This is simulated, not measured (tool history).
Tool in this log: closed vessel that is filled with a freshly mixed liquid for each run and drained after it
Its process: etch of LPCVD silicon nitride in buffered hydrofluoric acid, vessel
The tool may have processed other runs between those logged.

| run | hour | temperature setpoint of the liquid (C) | parts of 40 % ammonium fluoride to one part of 49 % hydrofluoric acid (parts by volume) | time in the liquid (s) | thickness taken off the LPCVD silicon nitride on a monitor wafer (nm) |
|---|---|---|---|---|---|
| 1 | 0 | 22 | 17 | 610 | 4.244 |
| 2 | 4 | 23.5 | 17 | 610 | 4.52 |
| 3 | 12 | 23.5 | 14 | 610 | 5.5645 |
| 4 | 14.9 | 23.5 | 18.5 | 610 | 4.2522 |
| 5 | 21.9 | 25.5 | 17.5 | 610 | 4.9652 |
| 6 | 22.6 | 25.5 | 17.5 | 405 | 3.282 |

Predict the results of run 7:
| 7 | 31.1 | 25.5 | 14 | 415 | ? |

{"run 7": {"thickness taken off the LPCVD silicon nitride on a monitor wafer (nm)": 4.2221}}
